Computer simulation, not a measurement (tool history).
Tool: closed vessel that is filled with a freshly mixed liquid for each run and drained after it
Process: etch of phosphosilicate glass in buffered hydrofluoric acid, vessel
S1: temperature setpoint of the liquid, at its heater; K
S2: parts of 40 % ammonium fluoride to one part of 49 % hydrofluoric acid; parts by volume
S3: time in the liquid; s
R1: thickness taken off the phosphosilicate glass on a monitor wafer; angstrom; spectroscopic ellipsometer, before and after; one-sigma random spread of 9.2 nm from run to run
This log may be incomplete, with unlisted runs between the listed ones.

run	day	S1	S2	S3	R1
1	0.000	296.15	12.5	105	7568.1
2	0.179	296.15	12.5	115	8273.1
3	0.533	297.15	12.5	115	8831.0
4	0.662	297.15	12.5	115	8797.1
5	1.029	297.15	10.5	115	10479.0
6	1.333	297.15	13.0	115	8547.6
7	1.521	297.65	13.0	115	8737.2
8	1.842	297.65	13.0	115	8944.9

Estimate the outcome of run 9 from the log above:
9	1.962	298.15	13.0	115	?

{"run 9": {"R1": 8974.5}}
